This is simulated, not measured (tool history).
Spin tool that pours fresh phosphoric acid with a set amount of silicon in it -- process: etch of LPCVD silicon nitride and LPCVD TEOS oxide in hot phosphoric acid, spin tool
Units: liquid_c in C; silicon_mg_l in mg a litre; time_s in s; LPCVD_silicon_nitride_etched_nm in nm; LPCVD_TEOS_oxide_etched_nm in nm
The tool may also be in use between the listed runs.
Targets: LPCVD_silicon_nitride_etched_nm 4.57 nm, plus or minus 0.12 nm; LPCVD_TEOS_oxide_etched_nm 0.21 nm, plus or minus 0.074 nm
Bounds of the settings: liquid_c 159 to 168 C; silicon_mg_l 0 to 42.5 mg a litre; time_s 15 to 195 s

| run | hour | liquid_c | silicon_mg_l | time_s | LPCVD_silicon_nitride_etched_nm | LPCVD_TEOS_oxide_etched_nm |
|---|---|---|---|---|---|---|
| 1 | 0 | 164 | 18.5 | 100 | 9.6425 | 0.46161 |
| 2 | 4.7 | 165 | 18.5 | 100 | 9.941 | 0.48626 |
| 3 | 11.6 | 165 | 27 | 100 | 9.8728 | 0.27053 |
| 4 | 13 | 165 | 27 | 80 | 7.9117 | 0.26856 |
| 5 | 14.4 | 164 | 27 | 80 | 7.6035 | 0.23916 |
| 6 | 16.9 | 164 | 17 | 80 | 7.6418 | 0.32635 |
| 7 | 20 | 163.5 | 15 | 75 | 7.0474 | 0.28809 |
| 8 | 21.3 | 161 | 3 | 40 | 3.4586 | 0.21222 |
| 9 | 26 | 161.5 | 5 | 40 | 3.53 | 0.19903 |
| 10 | 31 | 162 | 6.5 | 40 | 3.5655 | 0.2016 |
| 11 | 37.5 | 163 | 9 | 40 | 3.7348 | 0.1495 |
| 12 | 42.2 | 162.5 | 10 | 45 | 4.057 | 0.18304 |
| 13 | 49.9 | 163 | 9.5 | 45 | 4.1252 | 0.20154 |
| 14 | 50.9 | 163.5 | 10 | 45 | 4.271 | 0.2048 |
| 15 | 59.2 | 163.5 | 10.5 | 45 | 4.2836 | 0.17447 |
| 16 | 65.7 | 163.5 | 9.5 | 45 | 4.2963 | 0.16897 |
| 17 | 72 | 163.5 | 8.5 | 45 | 4.2614 | 0.22151 |
| 18 | 79.8 | 163.5 | 9 | 45 | 4.2406 | 0.20902 |

Which one of the following 4 next-run settings gets every result inside its allowed miss? There is exactly one.
| A | 87.6 | 163 | 14.5 | 45 | ? | ? |
| B | 87.6 | 163 | 6 | 45 | ? | ? |
| C | 87.6 | 163 | 3 | 45 | ? | ? |
| D | 87.6 | 165.5 | 14.5 | 45 | ? | ? |

| move | LPCVD_silicon_nitride_etched_nm | LPCVD_TEOS_oxide_etched_nm |
|---|---|---|
| A | 4.1797 | 0.19075 |
| B | 4.1797 | 0.23079 |
| C | 4.1797 | 0.24492 |
| D | 4.5385 | 0.22875 |
A: the biggest miss grows against the last run
B: the biggest miss grows against the last run
C: the biggest miss grows against the last run
D: every result within its allowed miss
D meets every target.

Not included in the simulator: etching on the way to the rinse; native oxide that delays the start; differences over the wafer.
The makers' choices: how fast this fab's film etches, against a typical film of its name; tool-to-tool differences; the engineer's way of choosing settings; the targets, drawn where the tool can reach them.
